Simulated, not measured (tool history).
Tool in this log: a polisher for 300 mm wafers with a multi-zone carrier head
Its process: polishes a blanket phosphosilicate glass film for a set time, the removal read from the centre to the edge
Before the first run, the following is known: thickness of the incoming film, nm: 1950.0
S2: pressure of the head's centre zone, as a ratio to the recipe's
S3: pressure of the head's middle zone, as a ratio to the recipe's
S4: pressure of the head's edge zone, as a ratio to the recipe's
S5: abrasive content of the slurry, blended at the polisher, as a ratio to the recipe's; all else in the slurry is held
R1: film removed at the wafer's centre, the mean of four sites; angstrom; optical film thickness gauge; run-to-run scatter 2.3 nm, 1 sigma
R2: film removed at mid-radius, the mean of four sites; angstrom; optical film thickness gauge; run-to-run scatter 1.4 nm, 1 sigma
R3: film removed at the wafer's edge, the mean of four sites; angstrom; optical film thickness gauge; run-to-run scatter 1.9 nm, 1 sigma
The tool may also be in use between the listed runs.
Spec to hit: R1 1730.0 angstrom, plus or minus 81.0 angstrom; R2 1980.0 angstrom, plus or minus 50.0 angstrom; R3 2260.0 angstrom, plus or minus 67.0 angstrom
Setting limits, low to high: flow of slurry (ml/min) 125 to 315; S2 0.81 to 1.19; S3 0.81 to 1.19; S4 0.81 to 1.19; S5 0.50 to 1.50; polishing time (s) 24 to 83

Run 1, hour 0.0: flow of slurry (ml/min) 205, S2 1.00, S3 1.00, S4 1.00, S5 1.00, polishing time (s) 53. Result: R1 3749.9 angstrom, R2 3824.0 angstrom, R3 3827.9 angstrom.
Run 2, hour 6.7: flow of slurry (ml/min) 190, S2 0.94, S3 0.97, S4 1.01, S5 0.85, polishing time (s) 48. Result: R1 2849.7 angstrom, R2 3073.0 angstrom, R3 3094.0 angstrom.
Run 3, hour 9.8: flow of slurry (ml/min) 220, S2 0.94, S3 0.97, S4 1.01, S5 0.85, polishing time (s) 48. Result: R1 2910.3 angstrom, R2 3117.3 angstrom, R3 3173.9 angstrom.
Run 4, hour 16.0: flow of slurry (ml/min) 220, S2 0.89, S3 0.97, S4 1.01, S5 0.85, polishing time (s) 48. Result: R1 2794.0 angstrom, R2 3083.5 angstrom, R3 3122.5 angstrom.
Run 5, hour 23.2: flow of slurry (ml/min) 220, S2 0.89, S3 0.91, S4 1.01, S5 0.85, polishing time (s) 48. Result: R1 2804.2 angstrom, R2 2937.7 angstrom, R3 3177.0 angstrom.
Run 6, hour 26.4: flow of slurry (ml/min) 220, S2 0.89, S3 0.98, S4 1.01, S5 0.85, polishing time (s) 48. Result: R1 2785.5 angstrom, R2 3156.7 angstrom, R3 3202.1 angstrom.
Run 7, hour 28.1: flow of slurry (ml/min) 200, S2 0.87, S3 0.95, S4 1.04, S5 0.75, polishing time (s) 46. Result: R1 2411.9 angstrom, R2 2649.5 angstrom, R3 2796.3 angstrom.
Run 8, hour 36.9: flow of slurry (ml/min) 185, S2 0.85, S3 0.95, S4 1.09, S5 0.65, polishing time (s) 46. Result: R1 2055.1 angstrom, R2 2386.5 angstrom, R3 2568.8 angstrom.
Run 9, hour 38.2: flow of slurry (ml/min) 170, S2 0.84, S3 0.93, S4 1.10, S5 0.60, polishing time (s) 46. Result: R1 1864.3 angstrom, R2 2133.4 angstrom, R3 2402.9 angstrom.
Run 10, hour 46.1: flow of slurry (ml/min) 160, S2 0.84, S3 0.93, S4 1.10, S5 0.60, polishing time (s) 46. Result: R1 1845.4 angstrom, R2 2144.8 angstrom, R3 2355.5 angstrom.
Run 11, hour 47.5: flow of slurry (ml/min) 150, S2 0.84, S3 0.92, S4 1.10, S5 0.60, polishing time (s) 46. Result: R1 1789.4 angstrom, R2 2066.4 angstrom, R3 2355.1 angstrom.
Run 12, hour 51.8: flow of slurry (ml/min) 145, S2 0.84, S3 0.92, S4 1.09, S5 0.60, polishing time (s) 46. Result: R1 1813.5 angstrom, R2 2057.9 angstrom, R3 2306.7 angstrom.
Run 13, hour 52.4: flow of slurry (ml/min) 140, S2 0.84, S3 0.92, S4 1.09, S5 0.60, polishing time (s) 46. Result: R1 1786.1 angstrom, R2 2035.1 angstrom, R3 2347.1 angstrom.
Run 14, hour 58.6: flow of slurry (ml/min) 140, S2 0.84, S3 0.92, S4 1.09, S5 0.55, polishing time (s) 46. Result: R1 1678.7 angstrom, R2 1893.4 angstrom, R3 2159.7 angstrom.
Run 15, hour 62.7: flow of slurry (ml/min) 145, S2 0.84, S3 0.92, S4 1.10, S5 0.55, polishing time (s) 46. Result: R1 1662.5 angstrom, R2 1896.8 angstrom, R3 2170.1 angstrom.
Run 16, hour 65.4: flow of slurry (ml/min) 150, S2 0.84, S3 0.92, S4 1.10, S5 0.55, polishing time (s) 46. Result: R1 1698.8 angstrom, R2 1919.8 angstrom, R3 2163.9 angstrom.

Pick the move, out of 5, that brings all results within their allowed miss; only one does.
Run A, hour 68.1: flow of slurry (ml/min) 170, S2 0.85, S3 0.95, S4 1.19, S5 0.65, polishing time (s) 39. Result: R1 ?, R2 ?, R3 ?.
Run B, hour 68.1: flow of slurry (ml/min) 180, S2 0.84, S3 1.01, S4 1.08, S5 0.55, polishing time (s) 42. Result: R1 ?, R2 ?, R3 ?.
Run C, hour 68.1: flow of slurry (ml/min) 175, S2 0.90, S3 0.96, S4 1.10, S5 0.50, polishing time (s) 47. Result: R1 ?, R2 ?, R3 ?.
Run D, hour 68.1: flow of slurry (ml/min) 150, S2 0.82, S3 0.85, S4 1.16, S5 0.65, polishing time (s) 41. Result: R1 ?, R2 ?, R3 ?.
Run E, hour 68.1: flow of slurry (ml/min) 160, S2 0.85, S3 0.87, S4 1.18, S5 0.60, polishing time (s) 42. Result: R1 ?, R2 ?, R3 ?.

move      R1      R2      R3
   A  1693.2  1968.6  2239.9
   B  1585.1  1960.7  2008.1
   C  1726.8  1910.2  2065.7
   D  1665.7  1838.7  2283.1
   E  1685.0  1824.6  2233.5
A: meets every target
B: lands further from the targets than the last run did
C: lands further from the targets than the last run did
D: gets the furthest-off result to its target, but another result is out of tolerance
E: gets the furthest-off result to its target, but another result is out of tolerance
Go with A: it meets all targets.
